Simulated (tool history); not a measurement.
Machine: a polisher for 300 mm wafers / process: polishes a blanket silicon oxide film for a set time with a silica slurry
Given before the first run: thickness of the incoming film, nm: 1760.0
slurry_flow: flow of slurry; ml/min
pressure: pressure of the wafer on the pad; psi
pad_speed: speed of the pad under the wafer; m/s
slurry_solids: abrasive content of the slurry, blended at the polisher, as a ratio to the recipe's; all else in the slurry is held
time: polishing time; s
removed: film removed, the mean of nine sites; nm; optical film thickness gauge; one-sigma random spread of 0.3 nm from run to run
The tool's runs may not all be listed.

{"run": 1, "hour": 0.0, "slurry_flow": 120, "pressure": 3.3, "pad_speed": 0.94, "slurry_solids": 1.0, "time": 25, "removed": 53.979}
{"run": 2, "hour": 8.1, "slurry_flow": 120, "pressure": 3.1, "pad_speed": 0.92, "slurry_solids": 1.0, "time": 25, "removed": 49.771}
{"run": 3, "hour": 8.7, "slurry_flow": 120, "pressure": 2.6, "pad_speed": 0.92, "slurry_solids": 1.0, "time": 25, "removed": 43.111}
{"run": 4, "hour": 12.2, "slurry_flow": 120, "pressure": 2.6, "pad_speed": 0.92, "slurry_solids": 1.2, "time": 25, "removed": 45.076}
{"run": 5, "hour": 17.2, "slurry_flow": 90, "pressure": 2.6, "pad_speed": 0.92, "slurry_solids": 1.2, "time": 25, "removed": 43.233}
{"run": 6, "hour": 20.6, "slurry_flow": 105, "pressure": 2.6, "pad_speed": 0.92, "slurry_solids": 1.2, "time": 25, "removed": 45.256}
{"run": 7, "hour": 25.4, "slurry_flow": 105, "pressure": 2.5, "pad_speed": 0.9, "slurry_solids": 1.2, "time": 25, "removed": 42.445}
{"run": 8, "hour": 34.3, "slurry_flow": 105, "pressure": 2.4, "pad_speed": 0.88, "slurry_solids": 1.2, "time": 25, "removed": 40.801}
{"hour": 37.0, "done": "head pressure recalibrated"}
{"run": 9, "hour": 37.0, "slurry_flow": 105, "pressure": 2.3, "pad_speed": 0.86, "slurry_solids": 1.2, "time": 25, "removed": 41.479}
{"run": 10, "hour": 41.0, "slurry_flow": 100, "pressure": 2.2, "pad_speed": 0.82, "slurry_solids": 1.15, "time": 25, "removed": 37.486}

Forecast run 11:
{"run": 11, "hour": 46.7, "slurry_flow": 100, "pressure": 2.1, "pad_speed": 0.8, "slurry_solids": 1.15, "time": 25, "removed": "?"}

removed: 35.024 nm
